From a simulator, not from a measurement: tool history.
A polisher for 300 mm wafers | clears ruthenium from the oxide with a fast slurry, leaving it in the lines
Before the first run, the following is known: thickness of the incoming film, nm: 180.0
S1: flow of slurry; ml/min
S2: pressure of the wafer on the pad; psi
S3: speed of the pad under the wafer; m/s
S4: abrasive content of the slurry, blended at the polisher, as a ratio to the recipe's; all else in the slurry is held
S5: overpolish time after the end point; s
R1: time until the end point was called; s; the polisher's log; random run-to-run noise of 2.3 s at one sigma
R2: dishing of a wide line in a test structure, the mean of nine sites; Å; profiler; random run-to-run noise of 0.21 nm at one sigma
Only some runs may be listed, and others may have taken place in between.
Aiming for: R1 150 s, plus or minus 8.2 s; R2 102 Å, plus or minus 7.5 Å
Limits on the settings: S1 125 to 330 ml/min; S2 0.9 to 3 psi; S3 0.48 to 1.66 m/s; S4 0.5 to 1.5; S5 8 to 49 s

run 1 hour=0 | S1=210 S2=1.9 S3=1.06 S4=1 S5=25 | R1=70.643 R2=433.44
run 2 hour=6 | S1=210 S2=1.9 S3=1.06 S4=0.85 S5=25 | R1=78.637 R2=395.01
run 3 hour=14.4 | S1=210 S2=2.2 S3=1.06 S4=0.85 S5=25 | R1=64.603 R2=438.05
run 4 hour=23.4 | S1=200 S2=2.2 S3=1 S4=0.8 S5=23 | R1=75.271 R2=380.17
run 5 hour=28.8 | S1=220 S2=2.2 S3=1 S4=0.8 S5=23 | R1=72.897 R2=379
run 6 hour=33.4 | S1=220 S2=2.2 S3=1 S4=0.7 S5=23 | R1=78.136 R2=356.85
run 7 hour=41 | S1=230 S2=2.2 S3=0.96 S4=0.7 S5=21 | R1=81.516 R2=334.18
run 8 hour=46.3 | S1=240 S2=2.2 S3=0.92 S4=0.7 S5=20 | R1=84.816 R2=315.54
run 9 hour=52.2 | S1=250 S2=2.2 S3=0.88 S4=0.7 S5=19 | R1=84.167 R2=280.24
run 10 hour=57.6 | S1=260 S2=2.1 S3=0.84 S4=0.75 S5=18 | R1=93.806 R2=273.69
run 11 hour=59.9 | S1=265 S2=2.1 S3=0.8 S4=0.7 S5=17 | R1=100.75 R2=233.69
run 12 hour=65.1 | S1=270 S2=2.1 S3=0.76 S4=0.7 S5=16 | R1=105.16 R2=214.15
run 13 hour=69.9 | S1=270 S2=2.1 S3=0.76 S4=0.7 S5=16 | R1=104.45 R2=216.98
run 14 hour=75.7 | S1=275 S2=2.1 S3=0.74 S4=0.7 S5=15 | R1=106.21 R2=201.95
run 15 hour=84.1 | S1=280 S2=2.1 S3=0.72 S4=0.7 S5=14 | R1=109.13 R2=184.7
run 16 hour=86.4 | S1=285 S2=2 S3=0.7 S4=0.75 S5=13 | R1=115.01 R2=159.36
run 17 hour=92 | S1=285 S2=1.9 S3=0.7 S4=0.75 S5=13 | R1=119.66 R2=160.4
run 18 hour=97.9 | S1=285 S2=1.9 S3=0.7 S4=0.75 S5=12 | R1=119.38 R2=146.22
run 19 hour=105.6 | S1=285 S2=1.6 S3=0.7 S4=0.75 S5=11 | R1=137.66 R2=114.4
run 20 hour=112.2 | S1=285 S2=1.5 S3=0.7 S4=0.75 S5=11 | R1=149.9 R2=112.41

Exercise: of the 5 proposed moves below, exactly one satisfies all targets within the stated allowed misses. Which move is it?
run A hour=118.8 | S1=310 S2=1.5 S3=0.66 S4=0.8 S5=13 | R1=? R2=?
run B hour=118.8 | S1=315 S2=1.1 S3=0.76 S4=1.1 S5=10 | R1=? R2=?
run C hour=118.8 | S1=295 S2=1.8 S3=0.78 S4=0.5 S5=12 | R1=? R2=?
run D hour=118.8 | S1=295 S2=1.5 S3=0.64 S4=0.65 S5=14 | R1=? R2=?
run E hour=118.8 | S1=245 S2=1.3 S3=0.72 S4=0.95 S5=13 | R1=? R2=?

move=A R1=149.93 R2=131.03
move=B R1=149.56 R2=102.85
move=C R1=146.44 R2=124.35
move=D R1=175.79 R2=121.11
move=E R1=147.87 R2=132.71
A: misses by more than the last run did
B: hits every target within its allowed miss
C: misses by more than the last run did
D: misses by more than the last run did
E: misses by more than the last run did
B meets every target.
